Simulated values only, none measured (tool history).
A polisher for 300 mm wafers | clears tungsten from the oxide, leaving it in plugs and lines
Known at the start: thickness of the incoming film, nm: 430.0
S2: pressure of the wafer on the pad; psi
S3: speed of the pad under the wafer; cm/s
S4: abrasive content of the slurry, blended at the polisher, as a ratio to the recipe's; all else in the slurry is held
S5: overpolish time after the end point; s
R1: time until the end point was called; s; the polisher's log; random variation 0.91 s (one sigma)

run 1 hour=0 | flow_of_slurry_(ml/min)=275 S2=3.5 S3=140 S4=1 S5=31 | R1=84.869
run 2 hour=4 | flow_of_slurry_(ml/min)=275 S2=3.5 S3=140 S4=1.2 S5=31 | R1=81.273
run 3 hour=7.3 | flow_of_slurry_(ml/min)=275 S2=4.2 S3=140 S4=1.2 S5=31 | R1=68.566
run 4 hour=8.4 | flow_of_slurry_(ml/min)=245 S2=4.2 S3=140 S4=1.2 S5=31 | R1=70.305
run 5 hour=12.2 | flow_of_slurry_(ml/min)=245 S2=4.2 S3=120 S4=1.2 S5=31 | R1=80.816
run 6 hour=20.2 | flow_of_slurry_(ml/min)=245 S2=4.5 S3=124 S4=1.2 S5=31 | R1=71.344
run 7 hour=28.2 | flow_of_slurry_(ml/min)=245 S2=4.7 S3=126 S4=1.2 S5=31 | R1=69.761
run 8 hour=28.8 | flow_of_slurry_(ml/min)=245 S2=4.9 S3=130 S4=1.2 S5=31 | R1=63.587
run 9 hour=33.2 | flow_of_slurry_(ml/min)=245 S2=4.9 S3=130 S4=1.2 S5=31 | R1=65.234
run 10 hour=42.1 | flow_of_slurry_(ml/min)=245 S2=5 S3=134 S4=1.2 S5=31 | R1=60.613

Forecast run 11:
run 11 hour=45 | flow_of_slurry_(ml/min)=245 S2=5.1 S3=136 S4=1.2 S5=31 | R1=?

{"run 11": {"R1": 60.619}}
